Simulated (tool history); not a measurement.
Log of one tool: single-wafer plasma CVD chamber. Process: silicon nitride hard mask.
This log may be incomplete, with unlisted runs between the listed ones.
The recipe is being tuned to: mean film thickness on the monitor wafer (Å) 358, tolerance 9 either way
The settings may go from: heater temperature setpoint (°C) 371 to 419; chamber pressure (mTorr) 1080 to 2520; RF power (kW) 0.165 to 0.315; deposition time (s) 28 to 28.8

run,day,heater temperature setpoint (°C),chamber pressure (mTorr),RF power (kW),deposition time (s),mean film thickness on the monitor wafer (Å)
1,0,395,1800,0.24,28,287.69
2,0.121,395,1800,0.24,28.8,296.13
3,0.388,395,1940,0.24,28.8,300.57
4,0.55,395,1940,0.24,28.8,300.01
5,0.683,395,1940,0.24,28,292.57
6,0.933,395,1970,0.245,28.1,299.5
7,1.054,395,2000,0.25,28.1,302.83
8,1.362,395,2020,0.255,28.2,310.4
9,1.667,395,2040,0.26,28.2,315.23
10,1.95,395,2060,0.265,28.2,318.76
11,2.288,395,2080,0.27,28.2,323.18
12,2.321,395,2100,0.275,28.2,329.28
13,2.467,395,2120,0.275,28.2,329.58
14,2.717,395,2140,0.275,28.2,330.97

Exactly one of the 4 candidate moves below puts every result within its allowed miss. Which one?
A,2.967,404,2210,0.275,28.8,?
B,2.967,396,2190,0.295,28.8,?
C,2.967,377,1960,0.26,28,?
D,2.967,394,2210,0.235,28,?

move,mean film thickness on the monitor wafer (Å)
A,338.12
B,354.71
C,312.59
D,297.01
A: closer than the last run, but not yet in spec
B: hits every target within its allowed miss
C: moves away from the targets compared with the last run
D: moves away from the targets compared with the last run
Move B is the one to make.
